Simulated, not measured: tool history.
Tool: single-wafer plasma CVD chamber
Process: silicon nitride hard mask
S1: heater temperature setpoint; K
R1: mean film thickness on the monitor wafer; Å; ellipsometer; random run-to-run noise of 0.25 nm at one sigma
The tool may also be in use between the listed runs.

Run 1, hour 0.0: S1 688.15 K, chamber pressure (Pa) 185, RF power (W) 320, deposition time (s) 45.0. Result: R1 553.56 Å.
Run 2, hour 4.4: S1 688.15 K, chamber pressure (Pa) 185, RF power (W) 320, deposition time (s) 45.0. Result: R1 549.84 Å.
Run 3, hour 8.3: S1 682.15 K, chamber pressure (Pa) 185, RF power (W) 320, deposition time (s) 45.0. Result: R1 558.38 Å.
Run 4, hour 10.0: S1 682.15 K, chamber pressure (Pa) 177, RF power (W) 320, deposition time (s) 45.0. Result: R1 545.10 Å.
Run 5, hour 17.7: S1 682.15 K, chamber pressure (Pa) 177, RF power (W) 320, deposition time (s) 46.4. Result: R1 563.74 Å.
Run 6, hour 20.4: S1 682.15 K, chamber pressure (Pa) 177, RF power (W) 300, deposition time (s) 46.4. Result: R1 545.05 Å.
Run 7, hour 22.6: S1 682.15 K, chamber pressure (Pa) 172, RF power (W) 300, deposition time (s) 46.4. Result: R1 537.96 Å.
Run 8, hour 31.1: S1 682.15 K, chamber pressure (Pa) 172, RF power (W) 300, deposition time (s) 46.4. Result: R1 540.00 Å.

Predict the results of run 9:
Run 9, hour 39.6: S1 682.15 K, chamber pressure (Pa) 167, RF power (W) 300, deposition time (s) 46.4. Result: R1 ?.

{"run 9": {"R1": 532.55}}

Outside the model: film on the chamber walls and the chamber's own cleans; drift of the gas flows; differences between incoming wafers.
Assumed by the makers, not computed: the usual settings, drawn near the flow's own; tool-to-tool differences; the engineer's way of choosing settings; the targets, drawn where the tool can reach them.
